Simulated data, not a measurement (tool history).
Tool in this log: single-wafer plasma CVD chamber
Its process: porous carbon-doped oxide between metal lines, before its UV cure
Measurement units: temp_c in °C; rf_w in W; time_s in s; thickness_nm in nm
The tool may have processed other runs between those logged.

{"run": 1, "hour": 0.0, "temp_c": 285, "rf_w": 455, "time_s": 23.7, "thickness_nm": 130.99}
{"run": 2, "hour": 3.1, "temp_c": 283, "rf_w": 460, "time_s": 23.7, "thickness_nm": 134.77}
{"run": 3, "hour": 5.8, "temp_c": 283, "rf_w": 435, "time_s": 23.7, "thickness_nm": 128.77}
{"run": 4, "hour": 10.5, "temp_c": 280, "rf_w": 440, "time_s": 23.7, "thickness_nm": 132.91}
{"run": 5, "hour": 17.0, "temp_c": 276, "rf_w": 440, "time_s": 23.7, "thickness_nm": 135.38}
{"run": 6, "hour": 19.0, "temp_c": 274, "rf_w": 440, "time_s": 23.7, "thickness_nm": 137.62}
{"run": 7, "hour": 22.3, "temp_c": 273, "rf_w": 440, "time_s": 23.7, "thickness_nm": 138.11}
{"run": 8, "hour": 29.4, "temp_c": 272, "rf_w": 440, "time_s": 23.7, "thickness_nm": 137.69}
{"run": 9, "hour": 37.2, "temp_c": 272, "rf_w": 440, "time_s": 23.7, "thickness_nm": 138.44}

What does the tool deliver on the next run?
{"run": 10, "hour": 40.3, "temp_c": 271, "rf_w": 440, "time_s": 23.7, "thickness_nm": "?"}

{"run 10": {"thickness_nm": 138.96}}
